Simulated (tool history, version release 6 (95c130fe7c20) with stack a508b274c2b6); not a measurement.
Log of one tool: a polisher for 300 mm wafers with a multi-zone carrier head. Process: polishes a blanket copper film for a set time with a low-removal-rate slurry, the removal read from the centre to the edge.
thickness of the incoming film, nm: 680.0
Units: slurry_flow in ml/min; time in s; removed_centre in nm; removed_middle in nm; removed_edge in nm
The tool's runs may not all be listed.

run    day  slurry_flow  centre_zone  middle_zone  edge_zone  slurry_solids  time  removed_centre  removed_middle  removed_edge
  1  0.000          190         1.00         1.00       1.00           1.00    61          168.17          169.71        162.19
  2  0.229          180         0.99         0.96       0.99           0.90    59          151.53          152.40        155.43
  3  0.317          180         1.01         0.94       0.97           0.80    57          142.96          139.06        141.35
  4  0.450          175         1.01         0.91       0.94           0.75    57          141.83          136.66        139.33
  5  0.792          175         1.01         0.91       0.94           0.65    57          137.93          131.42        134.95
  6  0.988          170         1.01         0.89       0.93           0.60    56          131.16          123.47        128.85
  7  1.196          165         1.01         0.87       0.92           0.60    56          133.72          119.69        129.26
  8  1.483          165         1.01         0.87       0.92           0.60    56          132.90          123.58        128.75

Forecast run 9:
  9  1.662          160         1.01         0.86       0.93           0.60    56               ?               ?             ?

removed_centre: 132.24 nm
removed_middle: 122.74 nm
removed_edge: 127.64 nm
